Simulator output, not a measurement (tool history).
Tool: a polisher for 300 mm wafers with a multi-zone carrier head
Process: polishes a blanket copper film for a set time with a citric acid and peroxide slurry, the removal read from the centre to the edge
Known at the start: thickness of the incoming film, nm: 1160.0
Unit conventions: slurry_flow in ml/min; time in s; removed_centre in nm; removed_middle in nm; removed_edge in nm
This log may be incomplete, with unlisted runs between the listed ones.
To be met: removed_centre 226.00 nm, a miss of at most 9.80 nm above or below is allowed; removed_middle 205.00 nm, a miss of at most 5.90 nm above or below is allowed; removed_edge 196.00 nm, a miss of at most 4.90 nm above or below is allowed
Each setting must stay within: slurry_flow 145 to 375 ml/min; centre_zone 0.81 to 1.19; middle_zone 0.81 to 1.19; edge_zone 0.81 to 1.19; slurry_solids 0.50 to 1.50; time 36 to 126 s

run,hour,slurry_flow,centre_zone,middle_zone,edge_zone,slurry_solids,time,removed_centre,removed_middle,removed_edge
1,0.0,240,1.00,1.00,1.00,1.00,81,239.46,242.31,247.08
2,0.9,240,1.00,1.00,1.00,1.00,67,203.98,200.54,206.27
3,4.5,245,1.02,1.01,0.98,1.00,67,206.79,204.16,202.54
4,5.1,245,1.02,1.01,0.98,1.00,58,176.43,173.71,175.47
5,13.9,245,1.08,1.01,0.98,1.00,58,186.56,175.86,176.83
6,19.9,245,1.08,1.01,0.98,0.80,58,176.12,164.99,167.43
7,26.9,265,1.11,1.03,0.99,0.90,58,187.48,173.35,172.38
8,32.4,275,1.13,1.05,1.01,1.00,58,200.68,181.33,182.02
9,38.8,285,1.14,1.08,1.02,1.00,58,201.19,187.25,180.02
10,41.8,295,1.15,1.09,1.04,1.05,58,204.87,190.95,184.92
11,47.9,300,1.16,1.10,1.04,1.10,58,211.40,194.55,188.83
12,48.7,305,1.17,1.11,1.04,1.10,58,218.64,197.00,189.29
13,49.6,310,1.17,1.12,1.05,1.10,58,215.13,200.09,189.62
14,56.9,315,1.18,1.12,1.05,1.10,58,217.36,200.55,189.83

Next run, 5 choices. One meets every target within its allowed miss, the rest don't. Which?
A,64.2,280,1.19,1.04,0.95,1.00,62,?,?,?
B,64.2,285,1.14,1.06,0.96,1.25,61,?,?,?
C,64.2,280,1.18,1.14,1.03,1.30,56,?,?,?
D,64.2,310,1.18,1.05,1.13,1.05,58,?,?,?
E,64.2,255,1.16,1.19,0.99,0.80,64,?,?,?

move,removed_centre,removed_middle,removed_edge
A,225.65,194.05,188.87
B,225.89,205.72,198.17
C,216.55,201.12,189.47
D,214.47,187.09,195.92
E,211.63,206.84,185.41
A: its largest miss is bigger than the last run's
B: meets every target
C: its largest miss is bigger than the last run's
D: brings the result that was furthest off to its target, and leaves another outside
E: its largest miss is bigger than the last run's
Go with B: it meets all targets.
